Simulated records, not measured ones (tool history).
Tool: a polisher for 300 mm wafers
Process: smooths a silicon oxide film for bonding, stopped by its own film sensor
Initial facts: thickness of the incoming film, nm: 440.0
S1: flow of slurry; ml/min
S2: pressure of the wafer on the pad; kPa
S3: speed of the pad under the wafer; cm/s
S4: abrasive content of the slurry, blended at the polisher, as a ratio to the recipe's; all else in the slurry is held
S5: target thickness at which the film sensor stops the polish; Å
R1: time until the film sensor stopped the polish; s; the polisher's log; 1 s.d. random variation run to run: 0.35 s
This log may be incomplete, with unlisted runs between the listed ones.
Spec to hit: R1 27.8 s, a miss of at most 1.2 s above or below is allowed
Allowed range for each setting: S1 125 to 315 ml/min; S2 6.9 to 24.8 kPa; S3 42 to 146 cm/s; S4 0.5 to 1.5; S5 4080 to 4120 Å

run  hour   S1    S2  S3  S4    S5      R1
  1     0  205  15.9  94   1  4080  37.573
  2   5.1  205  17.2  94   1  4080   35.14
  3   8.1  205  17.9  94   1  4080  32.767
  4  11.3  205  16.5  94   1  4080  35.429
  5  17.3  205  17.2  94   1  4080  35.067
  6  21.6  205  17.9  94   1  4080  33.181
  7  23.4  205  18.6  94   1  4080  32.351
  8  26.9  205  19.3  94   1  4080  30.739
  9  28.4  205    20  94   1  4080  29.994

Which single option among these 4 for the next run brings every result within its allowed miss of target? Just one does.
  A  29.9  185  22.1   66  0.75  4120   ?
  B  29.9  165  22.1  100   1.1  4090   ?
  C  29.9  220  21.4   90  0.85  4110   ?
  D  29.9  240  18.6   72   1.1  4100   ?

move      R1
   A  34.301
   B  26.065
   C  28.347
   D  34.569
A: further off than the last run
B: takes the biggest miss from the last run beyond its target
C: meets every target
D: further off than the last run
Correct choice: C, which meets every target
